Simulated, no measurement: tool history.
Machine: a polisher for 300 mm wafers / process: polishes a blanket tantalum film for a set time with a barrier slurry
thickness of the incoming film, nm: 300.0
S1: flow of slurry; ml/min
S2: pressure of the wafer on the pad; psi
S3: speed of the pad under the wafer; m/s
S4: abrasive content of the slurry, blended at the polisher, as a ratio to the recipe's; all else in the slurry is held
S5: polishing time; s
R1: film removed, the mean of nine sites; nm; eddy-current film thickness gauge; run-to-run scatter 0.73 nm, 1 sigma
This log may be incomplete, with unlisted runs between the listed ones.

{"run": 1, "hour": 0.0, "S1": 275, "S2": 1.9, "S3": 1.0, "S4": 1.0, "S5": 95, "R1": 158.95}
{"run": 2, "hour": 8.0, "S1": 275, "S2": 1.9, "S3": 1.0, "S4": 1.15, "S5": 95, "R1": 167.23}
{"run": 3, "hour": 10.6, "S1": 275, "S2": 1.7, "S3": 1.0, "S4": 1.15, "S5": 95, "R1": 156.24}
{"run": 4, "hour": 17.9, "S1": 275, "S2": 1.4, "S3": 0.82, "S4": 1.15, "S5": 95, "R1": 115.04}
{"run": 5, "hour": 26.2, "S1": 275, "S2": 1.4, "S3": 0.82, "S4": 0.95, "S5": 95, "R1": 105.98}
{"run": 6, "hour": 34.1, "S1": 325, "S2": 1.4, "S3": 0.82, "S4": 0.95, "S5": 95, "R1": 108.63}

What does the tool deliver on the next run?
{"run": 7, "hour": 42.8, "S1": 320, "S2": 1.2, "S3": 0.72, "S4": 0.95, "S5": 95, "R1": "?"}

Run 7 produced R1 87.756 nm.
